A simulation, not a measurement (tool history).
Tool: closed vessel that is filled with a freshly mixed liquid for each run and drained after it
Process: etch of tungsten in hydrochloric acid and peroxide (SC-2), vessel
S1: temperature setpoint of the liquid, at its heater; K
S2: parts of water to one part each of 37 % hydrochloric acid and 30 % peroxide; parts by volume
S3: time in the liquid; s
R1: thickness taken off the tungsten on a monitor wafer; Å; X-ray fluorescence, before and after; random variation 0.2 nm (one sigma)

Run 1, hour 0.0: S1 329.15 K, S2 7.0 parts by volume, S3 105 s. Result: R1 732.90 Å.
Run 2, hour 7.6: S1 327.65 K, S2 7.0 parts by volume, S3 105 s. Result: R1 655.67 Å.
Run 3, hour 12.1: S1 331.65 K, S2 7.0 parts by volume, S3 105 s. Result: R1 853.04 Å.
Run 4, hour 15.9: S1 331.65 K, S2 5.5 parts by volume, S3 105 s. Result: R1 1016.90 Å.
Run 5, hour 17.4: S1 331.65 K, S2 8.0 parts by volume, S3 105 s. Result: R1 763.97 Å.
Run 6, hour 20.0: S1 328.65 K, S2 8.0 parts by volume, S3 105 s. Result: R1 633.22 Å.

Run 7 comes next. What will it give?
Run 7, hour 26.1: S1 327.65 K, S2 8.0 parts by volume, S3 105 s. Result: R1 ?.

R1: 598.72 Å

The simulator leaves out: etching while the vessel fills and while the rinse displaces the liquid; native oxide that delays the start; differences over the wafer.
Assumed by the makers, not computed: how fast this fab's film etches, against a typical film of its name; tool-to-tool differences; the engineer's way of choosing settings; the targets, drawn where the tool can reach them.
